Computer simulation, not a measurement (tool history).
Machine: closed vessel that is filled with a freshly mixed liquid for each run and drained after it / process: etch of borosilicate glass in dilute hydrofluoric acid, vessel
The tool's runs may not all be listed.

run	hour	temperature setpoint of the liquid (°C)	parts of water to one part of 49 % hydrofluoric acid (parts by volume)	time in the liquid (s)	thickness taken off the borosilicate glass on a monitor wafer (nm)
1	0.0	23.0	50	30	11.791
2	3.9	23.0	50	30	11.621
3	7.4	24.0	45	30	13.678
4	12.8	24.0	55	30	11.144
# hour 18.1: hydrofluoric acid flow meter replaced
5	18.1	21.0	55	30	11.271
6	23.6	21.0	55	30	11.254
7	32.0	20.5	50	30	12.269
8	41.0	24.5	30	30	24.789
9	46.4	24.5	25	30	29.867

Estimate the outcome of run 10 from the log above:
10	55.6	25.0	25	30	?

thickness taken off the borosilicate glass on a monitor wafer (nm): 30.375

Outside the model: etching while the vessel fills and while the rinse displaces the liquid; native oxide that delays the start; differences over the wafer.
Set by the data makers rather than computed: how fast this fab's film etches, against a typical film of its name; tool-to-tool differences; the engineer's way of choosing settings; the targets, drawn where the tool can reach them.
